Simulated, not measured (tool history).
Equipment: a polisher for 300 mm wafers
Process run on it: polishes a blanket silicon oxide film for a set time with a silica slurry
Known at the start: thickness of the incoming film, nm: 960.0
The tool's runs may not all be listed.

run  hour  flow of slurry (ml/min)  pressure of the wafer on the pad (psi)  speed of the pad under the wafer (m/s)  abrasive content of the slurry  polishing time (s)  film removed (nm)
  1   0.0                      145                                     3.4                                    0.98                            1.00                  90             177.90
  2   5.7                      145                                     3.4                                    0.98                            0.85                  90             164.75
  3   8.4                      140                                     3.0                                    0.98                            0.85                  90             144.72
  4  10.4                      135                                     2.7                                    0.98                            0.85                  90             129.34
  5  11.6                      130                                     2.5                                    0.98                            0.85                  90             118.93
  6  19.1                      130                                     3.3                                    0.98                            0.85                  90             155.28
  7  22.0                      125                                     3.0                                    0.98                            0.85                  90             141.56
  8  24.8                      125                                     2.7                                    0.98                            0.85                  90             126.89
  9  31.7                      120                                     2.5                                    0.98                            0.85                  90             118.79

Predict the results of run 10:
 10  37.8                      115                                     2.3                                    0.98                            0.85                  90                  ?

{"run 10": {"film removed (nm)": 108.28}}

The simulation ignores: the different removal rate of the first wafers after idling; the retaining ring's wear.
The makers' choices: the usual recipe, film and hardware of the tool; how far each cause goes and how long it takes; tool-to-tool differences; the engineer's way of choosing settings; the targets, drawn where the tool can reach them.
